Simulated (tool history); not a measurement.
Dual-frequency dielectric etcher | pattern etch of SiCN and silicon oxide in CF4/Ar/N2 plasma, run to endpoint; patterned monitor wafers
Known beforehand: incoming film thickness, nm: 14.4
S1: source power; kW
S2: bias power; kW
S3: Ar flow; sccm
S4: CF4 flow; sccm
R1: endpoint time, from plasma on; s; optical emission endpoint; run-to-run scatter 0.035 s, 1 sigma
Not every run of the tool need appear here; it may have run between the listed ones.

| run | hour | S1 | S2 | S3 | S4 | R1 |
|---|---|---|---|---|---|---|
| 1 | 0.0 | 0.550 | 0.092 | 106 | 68 | 13.920 |
| 2 | 8.9 | 0.550 | 0.092 | 106 | 56 | 14.054 |
| 3 | 16.6 | 0.640 | 0.092 | 106 | 56 | 12.959 |
| 4 | 18.5 | 0.700 | 0.092 | 106 | 56 | 12.166 |
| 5 | 26.6 | 0.700 | 0.092 | 97 | 56 | 12.106 |
| 6 | 30.6 | 0.700 | 0.101 | 97 | 56 | 11.813 |
| 7 | 34.0 | 0.710 | 0.101 | 97 | 56 | 11.732 |

Predict the results of run 8:
| 8 | 43.1 | 0.720 | 0.101 | 97 | 56 | ? |

Run 8 produced R1 11.633 s.

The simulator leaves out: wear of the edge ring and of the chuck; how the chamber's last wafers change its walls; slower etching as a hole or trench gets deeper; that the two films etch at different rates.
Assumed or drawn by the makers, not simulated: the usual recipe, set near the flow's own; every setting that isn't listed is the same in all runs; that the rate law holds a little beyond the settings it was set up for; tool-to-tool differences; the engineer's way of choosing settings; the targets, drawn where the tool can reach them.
